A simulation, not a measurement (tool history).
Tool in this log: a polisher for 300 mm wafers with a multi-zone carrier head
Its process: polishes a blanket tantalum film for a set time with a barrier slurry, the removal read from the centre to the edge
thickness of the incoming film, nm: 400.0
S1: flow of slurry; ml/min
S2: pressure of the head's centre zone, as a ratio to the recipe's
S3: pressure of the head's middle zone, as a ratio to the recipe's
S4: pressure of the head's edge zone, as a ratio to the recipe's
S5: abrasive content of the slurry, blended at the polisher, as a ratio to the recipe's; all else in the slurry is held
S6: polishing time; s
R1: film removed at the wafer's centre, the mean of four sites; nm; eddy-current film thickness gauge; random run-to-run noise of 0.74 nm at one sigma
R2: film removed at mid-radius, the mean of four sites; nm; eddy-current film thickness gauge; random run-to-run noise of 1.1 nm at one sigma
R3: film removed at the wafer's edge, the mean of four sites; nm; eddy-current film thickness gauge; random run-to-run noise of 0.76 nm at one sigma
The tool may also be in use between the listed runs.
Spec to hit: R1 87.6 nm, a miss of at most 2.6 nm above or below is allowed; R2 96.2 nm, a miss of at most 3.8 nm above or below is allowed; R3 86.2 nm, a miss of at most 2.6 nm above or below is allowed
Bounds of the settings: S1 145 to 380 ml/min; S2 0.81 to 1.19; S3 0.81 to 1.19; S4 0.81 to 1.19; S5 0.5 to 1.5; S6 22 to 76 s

{"run": 1, "hour": 0.0, "S1": 245, "S2": 1, "S3": 1, "S4": 1, "S5": 1, "S6": 49, "R1": 74.908, "R2": 77.166, "R3": 74.23}
{"run": 2, "hour": 5.3, "S1": 245, "S2": 1, "S3": 1, "S4": 1, "S5": 0.8, "S6": 49, "R1": 70.596, "R2": 70.539, "R3": 68.747}
{"run": 3, "hour": 7.2, "S1": 245, "S2": 1.04, "S3": 1, "S4": 1, "S5": 0.8, "S6": 49, "R1": 74.366, "R2": 73.536, "R3": 70.647}
{"run": 4, "hour": 13.8, "S1": 250, "S2": 1.06, "S3": 1.03, "S4": 1.04, "S5": 0.85, "S6": 49, "R1": 77.435, "R2": 76.631, "R3": 71.987}
{"run": 5, "hour": 19.9, "S1": 250, "S2": 1.06, "S3": 0.99, "S4": 1.04, "S5": 0.85, "S6": 49, "R1": 78.77, "R2": 71.63, "R3": 70.457}
{"run": 6, "hour": 22.0, "S1": 215, "S2": 1.06, "S3": 0.99, "S4": 1.04, "S5": 0.85, "S6": 49, "R1": 75.812, "R2": 73.223, "R3": 70.241}
{"run": 7, "hour": 23.9, "S1": 215, "S2": 1.06, "S3": 0.99, "S4": 1.04, "S5": 0.85, "S6": 49, "R1": 75.618, "R2": 72.258, "R3": 72.022}
{"run": 8, "hour": 24.5, "S1": 205, "S2": 1.07, "S3": 1.01, "S4": 1.05, "S5": 0.95, "S6": 49, "R1": 78.072, "R2": 74.435, "R3": 72.597}
{"run": 9, "hour": 28.9, "S1": 215, "S2": 1.06, "S3": 1.04, "S4": 1.06, "S5": 1.05, "S6": 49, "R1": 80.988, "R2": 78.518, "R3": 76.116}
{"hour": 34.0, "done": "edge zone pressure recalibrated"}
{"run": 10, "hour": 34.0, "S1": 225, "S2": 1.05, "S3": 1.07, "S4": 1.06, "S5": 1.1, "S6": 49, "R1": 80.671, "R2": 83.804, "R3": 77.349}

Which of these 5 next moves meets every target?
{"run": "A", "hour": 39.1, "S1": 195, "S2": 1.05, "S3": 1.03, "S4": 1.1, "S5": 1.2, "S6": 53, "R1": "?", "R2": "?", "R3": "?"}
{"run": "B", "hour": 39.1, "S1": 175, "S2": 1.02, "S3": 1.08, "S4": 1.11, "S5": 1.15, "S6": 53, "R1": "?", "R2": "?", "R3": "?"}
{"run": "C", "hour": 39.1, "S1": 235, "S2": 1.03, "S3": 1.09, "S4": 1.06, "S5": 1.1, "S6": 50, "R1": "?", "R2": "?", "R3": "?"}
{"run": "D", "hour": 39.1, "S1": 225, "S2": 0.97, "S3": 1.15, "S4": 1.06, "S5": 1, "S6": 55, "R1": "?", "R2": "?", "R3": "?"}
{"run": "E", "hour": 39.1, "S1": 215, "S2": 1.05, "S3": 1.15, "S4": 1.07, "S5": 1.1, "S6": 54, "R1": "?", "R2": "?", "R3": "?"}

move=A R1=87.831 R2=88.026 R3=87.76
move=B R1=83.02 R2=89.348 R3=86.171
move=C R1=81.728 R2=87.372 R3=81.139
move=D R1=82.148 R2=97.737 R3=86.698
move=E R1=88.959 R2=97.738 R3=87.206
A: meets the target for the result that was furthest off, but another lies outside its allowed miss
B: meets the target for the result that was furthest off, but another lies outside its allowed miss
C: gains on the last run, yet a result remains outside its allowed miss
D: meets the target for the result that was furthest off, but another lies outside its allowed miss
E: every result lands within tolerance
Go with E: it meets all targets.

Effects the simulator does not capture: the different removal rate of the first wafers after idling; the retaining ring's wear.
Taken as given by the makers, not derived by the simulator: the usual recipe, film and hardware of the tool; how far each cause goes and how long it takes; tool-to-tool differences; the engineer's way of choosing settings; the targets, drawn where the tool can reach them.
